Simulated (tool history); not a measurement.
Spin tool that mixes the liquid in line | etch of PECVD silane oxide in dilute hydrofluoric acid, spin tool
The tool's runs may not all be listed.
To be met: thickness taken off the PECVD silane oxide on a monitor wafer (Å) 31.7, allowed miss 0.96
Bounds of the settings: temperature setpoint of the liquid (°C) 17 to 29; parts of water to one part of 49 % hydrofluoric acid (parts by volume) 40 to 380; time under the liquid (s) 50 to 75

run	hour	temperature setpoint of the liquid (°C)	parts of water to one part of 49 % hydrofluoric acid (parts by volume)	time under the liquid (s)	thickness taken off the PECVD silane oxide on a monitor wafer (Å)
1	0	21	210	75	44.952
2	7.6	20	220	75	40.991
3	11.4	19	230	75	37.25
4	14.6	19	230	50	24.82
5	21.4	20	230	50	25.678
6	27.7	17.5	230	50	23.308
7	36.5	19	230	50	24.642
8	42	20.5	230	50	25.805
9	49.4	22.5	230	50	28.716
10	53.2	23.5	230	50	29.487
11	58.2	24	230	50	30.073

Which of these 4 next moves meets every target?
A	63.2	22.5	245	65	?
B	63.2	22.5	260	65	?
C	63.2	23	230	60	?
D	63.2	21.5	205	55	?

move	thickness taken off the PECVD silane oxide on a monitor wafer (Å)
A	33.438
B	31.047
C	33.995
D	33.91
A: takes the result that was furthest off past its target
B: meets every target
C: takes the result that was furthest off past its target
D: takes the result that was furthest off past its target
The right move is B.
